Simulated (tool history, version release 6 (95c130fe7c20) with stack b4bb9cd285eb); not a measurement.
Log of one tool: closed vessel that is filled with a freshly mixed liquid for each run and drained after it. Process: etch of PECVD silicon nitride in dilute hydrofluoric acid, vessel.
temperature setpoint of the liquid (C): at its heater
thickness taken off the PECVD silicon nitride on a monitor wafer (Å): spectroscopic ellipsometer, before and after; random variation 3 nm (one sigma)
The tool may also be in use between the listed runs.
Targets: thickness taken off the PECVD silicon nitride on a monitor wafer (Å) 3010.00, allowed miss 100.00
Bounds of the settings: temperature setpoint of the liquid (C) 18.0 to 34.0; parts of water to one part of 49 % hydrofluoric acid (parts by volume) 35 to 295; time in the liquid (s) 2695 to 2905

run	hour	temperature setpoint of the liquid (C)	parts of water to one part of 49 % hydrofluoric acid (parts by volume)	time in the liquid (s)	thickness taken off the PECVD silicon nitride on a monitor wafer (Å)
1	0.0	26.0	165	2695	690.98
2	3.8	26.0	165	2695	685.14
3	11.2	26.0	205	2695	555.13
4	20.7	26.0	205	2905	596.29
5	27.3	26.0	205	2695	548.54
6	35.5	24.0	205	2695	492.43
7	42.8	27.0	155	2755	802.68
8	52.3	29.0	120	2800	1171.30

Which of these 4 next moves meets every target?
A	61.8	32.5	60	2885	?
B	61.8	28.5	50	2905	?
C	61.8	29.5	55	2905	?
D	61.8	28.5	35	2830	?

move	thickness taken off the PECVD silicon nitride on a monitor wafer (Å)
A	3025.90
B	2825.90
C	2744.20
D	3907.40
A: meets every target
B: nearer than the last run, and not there yet
C: nearer than the last run, and not there yet
D: takes the result that was furthest off past its target
Move A is the one to make.
